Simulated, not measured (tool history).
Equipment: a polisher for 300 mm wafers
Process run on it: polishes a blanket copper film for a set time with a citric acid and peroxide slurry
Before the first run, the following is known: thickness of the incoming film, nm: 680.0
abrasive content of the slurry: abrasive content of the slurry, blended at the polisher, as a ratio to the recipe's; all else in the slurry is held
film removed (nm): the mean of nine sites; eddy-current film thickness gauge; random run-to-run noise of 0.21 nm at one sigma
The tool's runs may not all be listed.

run,hour,flow of slurry (ml/min),pressure of the wafer on the pad (psi),speed of the pad under the wafer (cm/s),abrasive content of the slurry,polishing time (s),film removed (nm)
1,0,130,3.2,108,1,17,43.617
2,7.7,125,2.8,106,1,17,37.227
3,13.9,120,2.5,106,1,17,33.405
4,22.9,115,2.3,106,1,17,30.602
5,26.7,115,2.3,122,1,17,34.721
6,34.4,115,2.3,138,1,17,38.675
7,42.1,110,2.1,132,1,17,33.991

For run 8, what comes out?
8,48.8,105,1.9,128,1,17,?

film removed (nm): 30.018

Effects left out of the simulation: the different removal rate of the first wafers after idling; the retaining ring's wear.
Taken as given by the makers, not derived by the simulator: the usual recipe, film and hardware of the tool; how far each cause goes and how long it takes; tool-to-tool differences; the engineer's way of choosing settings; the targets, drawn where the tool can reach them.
